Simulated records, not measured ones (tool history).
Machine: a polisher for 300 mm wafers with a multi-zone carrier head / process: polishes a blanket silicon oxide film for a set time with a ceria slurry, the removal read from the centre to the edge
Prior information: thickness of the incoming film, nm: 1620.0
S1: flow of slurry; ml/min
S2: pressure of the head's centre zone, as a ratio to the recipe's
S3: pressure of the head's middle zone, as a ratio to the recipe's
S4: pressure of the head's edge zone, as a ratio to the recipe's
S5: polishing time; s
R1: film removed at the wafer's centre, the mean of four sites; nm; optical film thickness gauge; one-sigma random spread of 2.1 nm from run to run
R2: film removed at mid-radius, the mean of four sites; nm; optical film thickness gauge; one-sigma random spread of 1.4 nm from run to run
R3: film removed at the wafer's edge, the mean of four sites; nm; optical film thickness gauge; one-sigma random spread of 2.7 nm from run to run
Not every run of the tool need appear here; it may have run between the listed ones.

run 1 hour=0.0 | S1=125 S2=1.00 S3=1.00 S4=1.00 S5=56 | R1=313.23 R2=298.12 R3=302.21
run 2 hour=5.5 | S1=145 S2=1.00 S3=1.00 S4=1.00 S5=56 | R1=319.54 R2=308.51 R3=311.17
run 3 hour=13.0 | S1=140 S2=1.00 S3=1.01 S4=0.97 S5=53 | R1=299.15 R2=294.51 R3=286.85
run 4 hour=21.4 | S1=135 S2=1.00 S3=1.01 S4=0.95 S5=51 | R1=288.12 R2=279.03 R3=264.12
run 5 hour=24.5 | S1=135 S2=1.07 S3=1.01 S4=0.95 S5=51 | R1=302.42 R2=278.43 R3=271.31
run 6 hour=29.7 | S1=130 S2=1.04 S3=1.01 S4=0.93 S5=50 | R1=283.64 R2=271.88 R3=261.67
run 7 hour=30.9 | S1=130 S2=1.04 S3=1.02 S4=0.91 S5=48 | R1=278.99 R2=266.08 R3=247.10
run 8 hour=34.2 | S1=95 S2=0.95 S3=1.04 S4=0.81 S5=41 | R1=200.47 R2=209.05 R3=188.35

Predict the results of run 9:
run 9 hour=40.0 | S1=100 S2=0.96 S3=1.04 S4=0.81 S5=41 | R1=? R2=? R3=?

R1: 204.05 nm
R2: 211.69 nm
R3: 188.67 nm
